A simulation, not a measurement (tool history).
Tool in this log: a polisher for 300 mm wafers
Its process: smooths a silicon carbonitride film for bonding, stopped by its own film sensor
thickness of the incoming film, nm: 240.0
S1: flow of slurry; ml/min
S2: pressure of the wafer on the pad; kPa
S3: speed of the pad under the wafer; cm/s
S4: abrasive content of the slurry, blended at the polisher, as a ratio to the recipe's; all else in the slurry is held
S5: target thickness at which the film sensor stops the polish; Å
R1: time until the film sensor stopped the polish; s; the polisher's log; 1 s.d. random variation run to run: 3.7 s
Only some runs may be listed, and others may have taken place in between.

Run 1, hour 0.0: S1 195 ml/min, S2 9.0 kPa, S3 70 cm/s, S4 1.0, S5 2210 Å. Result: R1 167.06 s.
Run 2, hour 7.3: S1 195 ml/min, S2 8.3 kPa, S3 70 cm/s, S4 1.0, S5 2210 Å. Result: R1 179.54 s.
Run 3, hour 13.8: S1 195 ml/min, S2 8.3 kPa, S3 58 cm/s, S4 1.0, S5 2210 Å. Result: R1 210.74 s.
Run 4, hour 17.0: S1 195 ml/min, S2 8.3 kPa, S3 58 cm/s, S4 1.0, S5 2210 Å. Result: R1 206.15 s.
Run 5, hour 25.8: S1 195 ml/min, S2 7.6 kPa, S3 58 cm/s, S4 1.0, S5 2210 Å. Result: R1 220.95 s.
Run 6, hour 29.2: S1 195 ml/min, S2 6.9 kPa, S3 58 cm/s, S4 1.0, S5 2210 Å. Result: R1 243.30 s.
Run 7, hour 30.5: S1 195 ml/min, S2 6.2 kPa, S3 58 cm/s, S4 1.0, S5 2210 Å. Result: R1 254.39 s.

Estimate the outcome of run 8 from the log above:
Run 8, hour 34.7: S1 195 ml/min, S2 6.2 kPa, S3 58 cm/s, S4 1.0, S5 2210 Å. Result: R1 ?.

Run 8 measured R1 253.97 s.
